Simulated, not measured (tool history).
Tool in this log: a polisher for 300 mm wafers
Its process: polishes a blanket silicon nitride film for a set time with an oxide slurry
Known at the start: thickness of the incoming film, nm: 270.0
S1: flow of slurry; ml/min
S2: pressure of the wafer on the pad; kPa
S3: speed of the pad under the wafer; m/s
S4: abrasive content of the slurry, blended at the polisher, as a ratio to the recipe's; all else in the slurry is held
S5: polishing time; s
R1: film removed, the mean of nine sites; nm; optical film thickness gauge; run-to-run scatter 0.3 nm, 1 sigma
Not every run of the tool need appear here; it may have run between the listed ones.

Run 1, hour 0.0: S1 230 ml/min, S2 29.6 kPa, S3 1.28 m/s, S4 1.00, S5 50 s. Result: R1 49.050 nm.
Run 2, hour 7.9: S1 230 ml/min, S2 24.8 kPa, S3 1.26 m/s, S4 1.00, S5 50 s. Result: R1 41.714 nm.
Run 3, hour 8.6: S1 230 ml/min, S2 24.8 kPa, S3 1.26 m/s, S4 0.90, S5 50 s. Result: R1 39.355 nm.
Run 4, hour 13.1: S1 230 ml/min, S2 24.8 kPa, S3 1.26 m/s, S4 0.90, S5 50 s. Result: R1 39.281 nm.
Run 5, hour 17.4: S1 230 ml/min, S2 22.1 kPa, S3 1.26 m/s, S4 0.90, S5 50 s. Result: R1 34.922 nm.
Run 6, hour 22.3: S1 230 ml/min, S2 22.1 kPa, S3 1.26 m/s, S4 1.05, S5 50 s. Result: R1 38.056 nm.

What will run 7 give?
Run 7, hour 27.1: S1 230 ml/min, S2 19.3 kPa, S3 1.26 m/s, S4 1.05, S5 50 s. Result: R1 ?.

For run 7 the tool returned R1 33.431 nm.

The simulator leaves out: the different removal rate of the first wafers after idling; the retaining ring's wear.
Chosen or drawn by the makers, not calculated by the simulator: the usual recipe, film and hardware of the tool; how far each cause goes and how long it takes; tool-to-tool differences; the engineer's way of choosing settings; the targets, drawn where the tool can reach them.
